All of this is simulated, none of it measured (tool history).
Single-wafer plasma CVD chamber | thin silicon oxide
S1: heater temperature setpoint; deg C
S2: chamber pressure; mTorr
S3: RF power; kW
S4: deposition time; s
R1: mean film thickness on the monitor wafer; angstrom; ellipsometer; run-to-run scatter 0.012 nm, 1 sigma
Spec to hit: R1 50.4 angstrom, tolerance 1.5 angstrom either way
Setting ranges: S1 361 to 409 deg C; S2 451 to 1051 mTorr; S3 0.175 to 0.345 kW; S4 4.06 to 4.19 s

run  hour   S1   S2     S3    S4      R1
  1     0  385  751   0.26  4.06   60.75
  2   4.1  385  727   0.26  4.06  59.431
  3  10.9  385  650   0.26  4.06  55.889
  4  15.7  385  631   0.26  4.06  54.596
  5  22.5  385  707   0.26  4.06  58.582
  6  23.7  385  833   0.26  4.06  64.817
  7    25  385  785  0.255  4.06  62.001
  8  28.7  385  747  0.255  4.06  60.152
  9  30.2  385  714  0.255  4.06  58.643

Exercise: of the 4 proposed moves below, exactly one satisfies all targets within the stated allowed misses. Which move is it?
  A  31.7  384  517  0.225  4.06   ?
  B  31.7  383  525  0.245  4.06   ?
  C  31.7  383  591  0.235  4.06   ?
  D  31.7  380  583  0.205  4.06   ?

move      R1
   A  46.326
   B  48.101
   C  50.881
   D  48.383
A: carries the result that was furthest off beyond its target, to the other side
B: carries the result that was furthest off beyond its target, to the other side
C: all results in spec
D: carries the result that was furthest off beyond its target, to the other side
C is the move that brings every result within its allowed miss.
